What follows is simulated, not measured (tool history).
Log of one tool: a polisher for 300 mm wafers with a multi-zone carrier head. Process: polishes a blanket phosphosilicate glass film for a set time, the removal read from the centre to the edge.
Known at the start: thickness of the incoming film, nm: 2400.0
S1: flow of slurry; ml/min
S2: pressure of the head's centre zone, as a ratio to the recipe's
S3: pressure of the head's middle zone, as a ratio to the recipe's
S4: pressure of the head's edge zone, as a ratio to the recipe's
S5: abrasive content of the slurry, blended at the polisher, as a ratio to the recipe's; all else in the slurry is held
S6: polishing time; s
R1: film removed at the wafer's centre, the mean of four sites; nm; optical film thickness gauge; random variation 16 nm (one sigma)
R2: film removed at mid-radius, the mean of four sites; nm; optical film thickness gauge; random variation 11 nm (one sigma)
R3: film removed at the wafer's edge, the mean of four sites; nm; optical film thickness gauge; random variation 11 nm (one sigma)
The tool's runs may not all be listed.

run  hour   S1    S2    S3    S4    S5  S6       R1      R2      R3
  1   0.0  130  1.00  1.00  1.00  1.00  86   776.73  733.87  772.53
  2   8.1  135  1.01  1.00  1.03  1.10  87   818.05  788.50  805.79
  3  16.5  130  1.01  0.97  1.04  1.15  91   844.17  800.43  877.88
  4  23.6  130  1.01  0.97  0.96  1.15  91   856.48  810.31  864.80
  5  27.8  130  1.01  1.05  0.96  1.15  91   865.47  868.92  859.66
  6  30.4  130  1.02  1.02  0.97  1.20  93   906.49  882.96  899.53
  7  31.8  130  1.03  1.00  0.98  1.25  94   943.53  884.95  912.49
  8  34.1  135  1.03  0.98  0.99  1.30  96   985.66  915.34  962.14
  9  39.1  135  1.03  0.96  1.00  1.35  97  1008.90  909.57  995.41

What does the tool deliver on the next run?
 10  46.8  140  1.02  0.95  1.01  1.40  98   ?   ?   ?

{"run 10": {"R1": 1033.1, "R2": 923.97, "R3": 1009.6}}
